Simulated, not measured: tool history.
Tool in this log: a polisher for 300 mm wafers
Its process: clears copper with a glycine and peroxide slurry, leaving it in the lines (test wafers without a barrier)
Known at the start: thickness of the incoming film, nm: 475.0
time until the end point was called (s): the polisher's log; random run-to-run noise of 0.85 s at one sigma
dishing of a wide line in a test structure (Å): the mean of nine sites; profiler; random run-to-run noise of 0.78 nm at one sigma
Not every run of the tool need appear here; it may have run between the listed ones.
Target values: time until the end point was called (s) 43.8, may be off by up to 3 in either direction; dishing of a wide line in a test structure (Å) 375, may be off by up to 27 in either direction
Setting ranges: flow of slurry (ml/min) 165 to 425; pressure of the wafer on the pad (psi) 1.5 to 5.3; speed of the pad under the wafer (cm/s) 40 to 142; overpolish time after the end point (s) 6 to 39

run,hour,flow of slurry (ml/min),pressure of the wafer on the pad (psi),speed of the pad under the wafer (cm/s),overpolish time after the end point (s),time until the end point was called (s),dishing of a wide line in a test structure (Å)
1,0,275,3.4,90,20,67.409,594.12
2,1.5,270,3.2,104,16,62.101,566.72
3,9.7,270,2.8,104,16,67.561,534.9
4,17.7,270,2.8,104,13,68.575,475.79
5,22.6,310,2.8,114,11,63.58,441.78
6,27,285,2.8,114,11,64.597,449.37
7,35.9,320,3,122,10,56.014,451.73
8,44.4,350,3,128,9,52.836,426.38
9,51.3,370,3,132,8,51.973,406.63
10,52.9,385,3.1,134,7,48.053,373.5
11,56.5,385,3.2,134,7,47.036,389.62
12,58,390,3.3,134,7,47.535,395.9

Pick the move, out of 5, that brings all results within their allowed miss; only one does.
A,59.5,420,4.6,84,8,?,?
B,59.5,320,3.9,142,6,?,?
C,59.5,315,2.8,136,10,?,?
D,59.5,395,4,142,6,?,?
E,59.5,390,4.2,110,6,?,?

move,time until the end point was called (s),dishing of a wide line in a test structure (Å)
A,53.501,408.06
B,39.58,404.8
C,55.201,453.21
D,38.152,415.01
E,45.947,367.55
A: further off than the last run
B: carries the result that was furthest off beyond its target, to the other side
C: further off than the last run
D: carries the result that was furthest off beyond its target, to the other side
E: all results land within tolerance of their targets
E is the move that brings every result within its allowed miss.

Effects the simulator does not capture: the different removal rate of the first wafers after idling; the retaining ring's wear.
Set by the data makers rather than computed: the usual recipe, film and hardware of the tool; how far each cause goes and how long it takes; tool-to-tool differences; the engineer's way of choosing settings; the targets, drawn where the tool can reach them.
